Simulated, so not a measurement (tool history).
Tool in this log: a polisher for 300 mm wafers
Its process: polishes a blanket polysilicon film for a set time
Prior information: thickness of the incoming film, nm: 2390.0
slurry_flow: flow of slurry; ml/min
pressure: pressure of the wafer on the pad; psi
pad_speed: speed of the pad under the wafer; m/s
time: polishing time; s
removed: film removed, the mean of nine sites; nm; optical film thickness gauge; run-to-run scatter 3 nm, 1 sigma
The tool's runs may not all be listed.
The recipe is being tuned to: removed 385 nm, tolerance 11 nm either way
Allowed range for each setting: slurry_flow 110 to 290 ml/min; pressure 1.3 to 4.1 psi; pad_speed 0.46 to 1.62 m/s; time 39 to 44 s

run 1 hour=0 | slurry_flow=185 pressure=2.7 pad_speed=1.04 time=44 | removed=295.15
run 2 hour=6.8 | slurry_flow=185 pressure=2.7 pad_speed=1.04 time=39 | removed=262.59
run 3 hour=13.8 | slurry_flow=190 pressure=2.9 pad_speed=1.04 time=39 | removed=280.28
run 4 hour=14.6 | slurry_flow=190 pressure=3.1 pad_speed=1.04 time=39 | removed=301.11
run 5 hour=20.2 | slurry_flow=235 pressure=3.1 pad_speed=1.04 time=39 | removed=305.72
run 6 hour=23.8 | slurry_flow=235 pressure=3.2 pad_speed=1.04 time=39 | removed=316.34
run 7 hour=27.7 | slurry_flow=235 pressure=3.3 pad_speed=1.04 time=39 | removed=326.98
run 8 hour=29.6 | slurry_flow=235 pressure=3.4 pad_speed=1.04 time=39 | removed=334.16

Exercise: of the 5 proposed moves below, exactly one satisfies all targets within the stated allowed misses. Which move is it?
run A hour=31.5 | slurry_flow=210 pressure=3.5 pad_speed=1 time=41 | removed=?
run B hour=31.5 | slurry_flow=255 pressure=3.4 pad_speed=1.16 time=41 | removed=?
run C hour=31.5 | slurry_flow=235 pressure=2.8 pad_speed=0.88 time=42 | removed=?
run D hour=31.5 | slurry_flow=255 pressure=3.1 pad_speed=0.94 time=41 | removed=?
run E hour=31.5 | slurry_flow=260 pressure=3.9 pad_speed=1.1 time=41 | removed=?

move=A removed=345.85
move=B removed=382.49
move=C removed=261.82
move=D removed=298.07
move=E removed=420.46
A: gains on the last run, yet a result remains outside its allowed miss
B: in spec on every target
C: misses by more than the last run did
D: misses by more than the last run did
E: pushes the last run's worst result past its target
Answer: B
